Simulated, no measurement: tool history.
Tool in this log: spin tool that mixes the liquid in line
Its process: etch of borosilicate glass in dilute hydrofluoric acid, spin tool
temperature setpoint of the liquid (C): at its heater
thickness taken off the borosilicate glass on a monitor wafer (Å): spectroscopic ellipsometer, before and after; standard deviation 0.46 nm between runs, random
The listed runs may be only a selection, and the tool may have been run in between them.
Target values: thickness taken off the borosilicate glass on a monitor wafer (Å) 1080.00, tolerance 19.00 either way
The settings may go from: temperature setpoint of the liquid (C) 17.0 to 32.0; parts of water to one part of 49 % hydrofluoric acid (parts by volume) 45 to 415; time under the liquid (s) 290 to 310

| run | day | temperature setpoint of the liquid (C) | parts of water to one part of 49 % hydrofluoric acid (parts by volume) | time under the liquid (s) | thickness taken off the borosilicate glass on a monitor wafer (Å) |
|---|---|---|---|---|---|
| 1 | 0.000 | 24.0 | 230 | 290 | 325.05 |
| 2 | 0.179 | 24.0 | 230 | 290 | 323.80 |
| 3 | 0.492 | 24.0 | 195 | 290 | 394.01 |
| 4 | 0.671 | 24.0 | 240 | 290 | 305.91 |
| 5 | 0.754 | 27.0 | 240 | 290 | 336.85 |
| 6 | 1.108 | 29.0 | 240 | 290 | 364.02 |
| 7 | 1.171 | 32.0 | 150 | 290 | 726.12 |
| 8 | 1.396 | 32.0 | 130 | 290 | 862.69 |
| 9 | 1.446 | 32.0 | 120 | 290 | 941.15 |
| 10 | 1.588 | 32.0 | 115 | 290 | 994.01 |
| 11 | 1.838 | 32.0 | 110 | 290 | 1047.30 |
| 12 | 1.867 | 32.0 | 105 | 290 | 1104.30 |

Which single option among these 4 for the next run brings every result within its allowed miss of target? Just one does.
| A | 1.896 | 31.5 | 110 | 305 | ? |
| B | 1.896 | 31.0 | 100 | 295 | ? |
| C | 1.896 | 32.0 | 110 | 310 | ? |
| D | 1.896 | 29.5 | 95 | 300 | ? |

| move | thickness taken off the borosilicate glass on a monitor wafer (Å) |
|---|---|
| A | 1071.60 |
| B | 1135.50 |
| C | 1109.20 |
| D | 1157.30 |
A: every result within its allowed miss
B: misses by more than the last run did
C: misses by more than the last run did
D: misses by more than the last run did
A meets every target.

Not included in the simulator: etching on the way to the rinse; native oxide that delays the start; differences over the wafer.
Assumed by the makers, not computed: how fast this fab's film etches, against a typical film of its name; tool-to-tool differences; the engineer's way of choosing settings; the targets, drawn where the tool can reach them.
